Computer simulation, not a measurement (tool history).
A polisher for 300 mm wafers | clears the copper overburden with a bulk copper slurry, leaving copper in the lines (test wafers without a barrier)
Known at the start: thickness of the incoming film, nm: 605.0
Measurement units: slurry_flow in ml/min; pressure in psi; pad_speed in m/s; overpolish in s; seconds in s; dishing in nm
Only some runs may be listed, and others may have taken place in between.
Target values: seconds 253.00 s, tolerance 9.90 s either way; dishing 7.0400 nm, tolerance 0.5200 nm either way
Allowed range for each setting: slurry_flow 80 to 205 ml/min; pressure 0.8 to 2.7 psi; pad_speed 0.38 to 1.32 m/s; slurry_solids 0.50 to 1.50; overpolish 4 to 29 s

run  hour  slurry_flow  pressure  pad_speed  slurry_solids  overpolish  seconds  dishing
  1   0.0          135       1.7       0.84           1.00          15   153.78  37.2020
  2   6.4          135       1.6       0.82           1.00          13   166.53  30.4170
  3   9.6          140       1.5       0.80           1.05          12   177.01  26.8480
  4  11.6          155       1.5       0.80           1.05          12   173.90  28.2490
  5  14.4          145       1.4       0.80           1.10          11   185.08  23.3370
  6  16.4          135       1.3       0.80           1.15          10   201.17  21.1460
  7  17.9          125       1.2       0.80           1.20           9   219.94  16.8460
  8  26.6          120       1.1       0.82           1.25           8   231.82  14.7720
  9  28.9          115       1.1       0.84           1.30           7   223.97  13.2650
 10  36.1          110       1.1       0.86           1.35           7   220.50  12.8250
 11  41.1          105       1.1       0.88           1.35           7   220.59  13.6990
 12  46.8          110       0.9       0.86           1.45           5   261.98   8.2289
 13  54.5          115       0.9       0.86           1.45           5   263.65   8.5782
     63.0  -- slurry nozzle cleaned
 14  63.0          125       0.9       0.86           1.45           5   234.50   9.4679
 15  71.2          130       0.8       0.82           1.50           4   275.41   6.5598
 16  75.9          135       0.8       0.82           1.50           4   276.00   6.5594

Which one of the following 5 next-run settings gets every result inside its allowed miss? There is exactly one.
  A  80.6          140       0.9       0.68           1.50           4        ?        ?
  B  80.6          150       0.8       0.76           1.50           4        ?        ?
  C  80.6          135       0.9       0.86           1.50           4        ?        ?
  D  80.6          145       0.9       0.66           1.50           5        ?        ?
  E  80.6          160       0.9       0.78           1.50           4        ?        ?

move  seconds  dishing
   A   293.22   5.9750
   B   291.08   6.0049
   C   235.04   7.3910
   D   300.08   7.2428
   E   251.59   6.9242
A: further off than the last run
B: further off than the last run
C: pushes the last run's worst result past its target
D: further off than the last run
E: every result lands within tolerance
Go with E: it meets all targets.
